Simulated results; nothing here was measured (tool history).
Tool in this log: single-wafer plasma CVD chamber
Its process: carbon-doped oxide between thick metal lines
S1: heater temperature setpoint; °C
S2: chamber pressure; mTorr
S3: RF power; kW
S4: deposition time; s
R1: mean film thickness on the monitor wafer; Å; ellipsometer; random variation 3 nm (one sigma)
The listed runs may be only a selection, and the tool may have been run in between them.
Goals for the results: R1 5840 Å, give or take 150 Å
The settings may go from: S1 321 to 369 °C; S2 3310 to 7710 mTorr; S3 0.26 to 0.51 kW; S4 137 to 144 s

run  hour   S1    S2     S3   S4      R1
  1     0  345  5510  0.385  144  6440.8
  2   6.7  345  5510  0.385  144  6479.5
  3  10.9  346  5410   0.38  144  6328.6
  4  13.7  346  5410  0.355  144    6132
  5  16.3  346  5790  0.355  144  6125.9
  6  20.5  353  5790  0.355  144  6033.5
  7    25  353  5760  0.355  144  6015.3
  8  29.8  353  5730  0.355  144  6065.5

Exactly one of the 5 candidate moves below puts every result within its allowed miss. Which one?
  A  34.6  355  5700    0.4  139   ?
  B  34.6  353  5240  0.385  144   ?
  C  34.6  352  6260  0.325  140   ?
  D  34.6  350  5900   0.38  144   ?
  E  34.6  347  5060   0.37  137   ?

move      R1
   A  6354.9
   B  6384.1
   C  5641.1
   D  6451.1
   E  5965.6
A: the biggest miss grows against the last run
B: the biggest miss grows against the last run
C: pushes the last run's worst result past its target
D: the biggest miss grows against the last run
E: every result lands within tolerance
The right move is E.

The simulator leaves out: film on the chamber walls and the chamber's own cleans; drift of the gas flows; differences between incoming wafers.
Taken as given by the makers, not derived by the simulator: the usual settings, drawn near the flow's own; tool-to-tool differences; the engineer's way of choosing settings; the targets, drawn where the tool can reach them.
